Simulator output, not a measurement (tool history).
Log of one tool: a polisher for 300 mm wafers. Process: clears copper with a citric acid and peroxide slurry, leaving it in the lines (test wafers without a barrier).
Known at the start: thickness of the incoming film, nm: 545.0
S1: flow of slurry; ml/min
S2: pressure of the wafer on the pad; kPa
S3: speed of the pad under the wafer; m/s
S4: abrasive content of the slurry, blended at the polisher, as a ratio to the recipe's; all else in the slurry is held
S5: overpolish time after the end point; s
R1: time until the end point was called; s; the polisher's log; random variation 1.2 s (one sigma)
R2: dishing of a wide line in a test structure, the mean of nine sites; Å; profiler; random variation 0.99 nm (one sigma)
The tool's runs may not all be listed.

Run 1, hour 0.0: S1 315 ml/min, S2 26.2 kPa, S3 1.26 m/s, S4 1.0, S5 16 s. Result: R1 124.160 s, R2 453.83 Å.
Run 2, hour 2.3: S1 315 ml/min, S2 30.3 kPa, S3 1.28 m/s, S4 1.0, S5 15 s. Result: R1 111.600 s, R2 473.74 Å.
Run 3, hour 8.5: S1 315 ml/min, S2 33.8 kPa, S3 1.36 m/s, S4 1.0, S5 14 s. Result: R1 98.427 s, R2 512.30 Å.
Run 4, hour 17.5: S1 315 ml/min, S2 33.8 kPa, S3 1.36 m/s, S4 0.9, S5 14 s. Result: R1 103.740 s, R2 502.51 Å.
Run 5, hour 25.7: S1 315 ml/min, S2 33.8 kPa, S3 1.58 m/s, S4 0.9, S5 14 s. Result: R1 87.430 s, R2 558.35 Å.
Run 6, hour 31.2: S1 350 ml/min, S2 33.8 kPa, S3 1.58 m/s, S4 0.9, S5 14 s. Result: R1 85.474 s, R2 564.02 Å.

Run 7 comes next. What will it give?
Run 7, hour 32.7: S1 350 ml/min, S2 33.8 kPa, S3 1.58 m/s, S4 0.9, S5 14 s. Result: R1 ?, R2 ?.

R1: 88.055 s
R2: 559.47 Å

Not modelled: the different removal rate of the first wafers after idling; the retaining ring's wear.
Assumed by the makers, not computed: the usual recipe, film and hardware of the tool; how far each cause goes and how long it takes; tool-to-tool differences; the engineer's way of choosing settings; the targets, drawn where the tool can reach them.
